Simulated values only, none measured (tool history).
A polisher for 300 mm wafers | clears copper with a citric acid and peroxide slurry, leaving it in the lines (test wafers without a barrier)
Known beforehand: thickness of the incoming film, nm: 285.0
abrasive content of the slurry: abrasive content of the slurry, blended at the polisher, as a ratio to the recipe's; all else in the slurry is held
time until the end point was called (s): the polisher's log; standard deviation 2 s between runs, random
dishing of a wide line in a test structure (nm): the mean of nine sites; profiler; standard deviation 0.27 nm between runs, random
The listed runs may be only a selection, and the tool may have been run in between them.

run	hour	flow of slurry (ml/min)	pressure of the wafer on the pad (kPa)	speed of the pad under the wafer (cm/s)	abrasive content of the slurry	overpolish time after the end point (s)	time until the end point was called (s)	dishing of a wide line in a test structure (nm)
1	0	275	25.5	88	1	19	124.11	31.81
2	1.8	250	25.5	88	1	19	124.78	31.42
3	9.1	290	25.5	88	1	19	121.79	31.405
4	13.6	295	24.8	88	1	17	124.98	28.006
5	16.1	295	24.8	88	0.9	17	126.1	28.14
6	21.5	300	24.1	88	0.9	16	129.89	25.612
7	22.4	300	24.1	88	0.9	15	127.77	24.133
8	25.8	300	24.1	88	0.9	15	127.5	24.626
9	27.3	300	23.4	88	0.9	14	129.85	22.633
10	31.4	300	23.4	88	0.9	13	133.67	21.448
11	37.5	300	23.4	88	0.9	8	125.86	13.389
12	41.1	305	23.4	88	0.85	8	131.98	13.778

Expected results for the next run?
13	44.7	310	23.4	88	0.8	8	?	?

{"run 13": {"time until the end point was called (s)": 131.55, "dishing of a wide line in a test structure (nm)": 13.152}}
